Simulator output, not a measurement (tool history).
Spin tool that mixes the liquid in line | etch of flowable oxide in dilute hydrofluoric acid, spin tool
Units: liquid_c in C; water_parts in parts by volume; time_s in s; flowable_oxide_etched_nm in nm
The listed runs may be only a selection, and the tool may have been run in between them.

{"run": 1, "hour": 0.0, "liquid_c": 22, "water_parts": 150, "time_s": 160, "flowable_oxide_etched_nm": 67.738}
{"run": 2, "hour": 3.8, "liquid_c": 23, "water_parts": 140, "time_s": 160, "flowable_oxide_etched_nm": 75.949}
{"run": 3, "hour": 5.5, "liquid_c": 23, "water_parts": 140, "time_s": 170, "flowable_oxide_etched_nm": 81.042}
{"run": 4, "hour": 13.1, "liquid_c": 23, "water_parts": 140, "time_s": 170, "flowable_oxide_etched_nm": 80.665}
{"run": 5, "hour": 20.8, "liquid_c": 23, "water_parts": 140, "time_s": 170, "flowable_oxide_etched_nm": 81.378}
{"run": 6, "hour": 29.1, "liquid_c": 23, "water_parts": 140, "time_s": 170, "flowable_oxide_etched_nm": 80.98}

What does the tool deliver on the next run?
{"run": 7, "hour": 37.1, "liquid_c": 24, "water_parts": 135, "time_s": 170, "flowable_oxide_etched_nm": "?"}

{"run 7": {"flowable_oxide_etched_nm": 87.378}}
